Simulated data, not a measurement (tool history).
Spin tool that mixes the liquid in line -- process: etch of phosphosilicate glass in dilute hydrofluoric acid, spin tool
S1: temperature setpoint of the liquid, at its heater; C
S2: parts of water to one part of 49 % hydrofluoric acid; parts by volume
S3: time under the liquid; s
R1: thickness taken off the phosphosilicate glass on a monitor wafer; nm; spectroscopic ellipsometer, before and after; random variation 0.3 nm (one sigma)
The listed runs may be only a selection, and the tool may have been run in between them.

| run | hour | S1 | S2 | S3 | R1 |
|---|---|---|---|---|---|
| 1 | 0 | 21 | 155 | 155 | 80.136 |
| 2 | 5.2 | 21 | 105 | 155 | 123.97 |
| 3 | 11.9 | 21 | 75 | 155 | 182.23 |
| 4 | 15.9 | 21 | 25 | 155 | 581.07 |
| 5 | 20.4 | 19 | 25 | 155 | 533.93 |
| 6 | 22 | 19 | 50 | 155 | 257.43 |
| 7 | 27.7 | 18.5 | 65 | 155 | 191.15 |
| 8 | 31.4 | 17 | 130 | 155 | 83.749 |

For run 9, what comes out?
| 9 | 36.3 | 17 | 135 | 155 | ? |

R1: 79.412 nm

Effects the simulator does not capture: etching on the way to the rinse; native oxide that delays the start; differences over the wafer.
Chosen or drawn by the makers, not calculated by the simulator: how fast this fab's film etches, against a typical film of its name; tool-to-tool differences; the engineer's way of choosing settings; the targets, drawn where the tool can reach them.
